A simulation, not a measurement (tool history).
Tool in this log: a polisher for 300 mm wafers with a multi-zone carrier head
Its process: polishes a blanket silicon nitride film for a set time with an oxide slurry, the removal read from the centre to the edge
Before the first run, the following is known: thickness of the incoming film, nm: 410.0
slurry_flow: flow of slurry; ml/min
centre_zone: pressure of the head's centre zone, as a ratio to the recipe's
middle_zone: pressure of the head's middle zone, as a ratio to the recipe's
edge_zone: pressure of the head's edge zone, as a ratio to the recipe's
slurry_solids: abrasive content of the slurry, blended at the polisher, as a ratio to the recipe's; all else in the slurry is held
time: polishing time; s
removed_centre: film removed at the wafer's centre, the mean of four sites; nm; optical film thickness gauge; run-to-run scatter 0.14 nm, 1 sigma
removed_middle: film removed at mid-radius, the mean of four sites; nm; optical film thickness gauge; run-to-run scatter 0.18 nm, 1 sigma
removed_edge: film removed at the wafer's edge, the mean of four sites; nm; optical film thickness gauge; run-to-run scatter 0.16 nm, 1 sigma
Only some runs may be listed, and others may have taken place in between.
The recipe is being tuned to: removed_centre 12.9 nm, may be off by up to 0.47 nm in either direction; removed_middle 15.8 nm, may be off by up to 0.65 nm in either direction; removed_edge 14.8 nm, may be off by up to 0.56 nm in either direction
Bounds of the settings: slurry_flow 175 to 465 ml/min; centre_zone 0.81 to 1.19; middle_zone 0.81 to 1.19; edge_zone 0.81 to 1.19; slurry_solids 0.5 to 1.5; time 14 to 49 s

Run 1, hour 0: slurry_flow 295 ml/min, centre_zone 1, middle_zone 1, edge_zone 1, slurry_solids 1, time 31 s. Result: removed_centre 15.73 nm, removed_middle 15.448 nm, removed_edge 15.835 nm.
Run 2, hour 0.6: slurry_flow 295 ml/min, centre_zone 1.06, middle_zone 1, edge_zone 1, slurry_solids 1, time 31 s. Result: removed_centre 16.742 nm, removed_middle 15.937 nm, removed_edge 15.738 nm.
Run 3, hour 9.6: slurry_flow 290 ml/min, centre_zone 1, middle_zone 1.04, edge_zone 0.99, slurry_solids 0.95, time 31 s. Result: removed_centre 15.086 nm, removed_middle 15.662 nm, removed_edge 15.444 nm.
Run 4, hour 17.2: slurry_flow 355 ml/min, centre_zone 1, middle_zone 1.04, edge_zone 0.99, slurry_solids 0.95, time 31 s. Result: removed_centre 15.805 nm, removed_middle 16.222 nm, removed_edge 15.634 nm.
Run 5, hour 21.4: slurry_flow 355 ml/min, centre_zone 1, middle_zone 1.04, edge_zone 0.96, slurry_solids 0.95, time 31 s. Result: removed_centre 15.507 nm, removed_middle 16.25 nm, removed_edge 15.523 nm.
Run 6, hour 23.5: slurry_flow 335 ml/min, centre_zone 0.97, middle_zone 1.05, edge_zone 0.94, slurry_solids 0.95, time 31 s. Result: removed_centre 15.1 nm, removed_middle 16.289 nm, removed_edge 15.344 nm.
Run 7, hour 28.1: slurry_flow 320 ml/min, centre_zone 0.94, middle_zone 1.06, edge_zone 0.93, slurry_solids 0.95, time 31 s. Result: removed_centre 14.727 nm, removed_middle 15.94 nm, removed_edge 15.272 nm.
Run 8, hour 34.2: slurry_flow 320 ml/min, centre_zone 0.94, middle_zone 1.06, edge_zone 0.93, slurry_solids 0.95, time 31 s. Result: removed_centre 14.302 nm, removed_middle 16.02 nm, removed_edge 15.145 nm.
Run 9, hour 39.3: slurry_flow 305 ml/min, centre_zone 0.92, middle_zone 1.07, edge_zone 0.92, slurry_solids 0.95, time 31 s. Result: removed_centre 14.194 nm, removed_middle 16.633 nm, removed_edge 14.647 nm.

Next run, 5 choices. One meets every target within its allowed miss, the rest don't. Which?
Run A, hour 44.4: slurry_flow 385 ml/min, centre_zone 0.94, middle_zone 1.05, edge_zone 0.93, slurry_solids 0.85, time 32 s. Result: removed_centre ?, removed_middle ?, removed_edge ?.
Run B, hour 44.4: slurry_flow 320 ml/min, centre_zone 0.94, middle_zone 1.05, edge_zone 0.94, slurry_solids 1.25, time 24 s. Result: removed_centre ?, removed_middle ?, removed_edge ?.
Run C, hour 44.4: slurry_flow 340 ml/min, centre_zone 1.01, middle_zone 1.04, edge_zone 0.88, slurry_solids 1.05, time 29 s. Result: removed_centre ?, removed_middle ?, removed_edge ?.
Run D, hour 44.4: slurry_flow 310 ml/min, centre_zone 0.96, middle_zone 1.06, edge_zone 0.9, slurry_solids 1, time 30 s. Result: removed_centre ?, removed_middle ?, removed_edge ?.
Run E, hour 44.4: slurry_flow 280 ml/min, centre_zone 0.87, middle_zone 1.06, edge_zone 0.93, slurry_solids 0.9, time 31 s. Result: removed_centre ?, removed_middle ?, removed_edge ?.

move  removed_centre  removed_middle  removed_edge
   A          14.166          15.963        15.073
   B          12.531          14.142        13.463
   C          15.165          15.782        14.738
   D          14.421          16.063         14.92
   E          12.645          15.578        14.693
A: no better and no worse than the last run
B: puts the biggest miss on target and leaves a different result outside tolerance
C: its largest miss is bigger than the last run's
D: its largest miss is bigger than the last run's
E: every result lands within tolerance
Move E is the one to make.
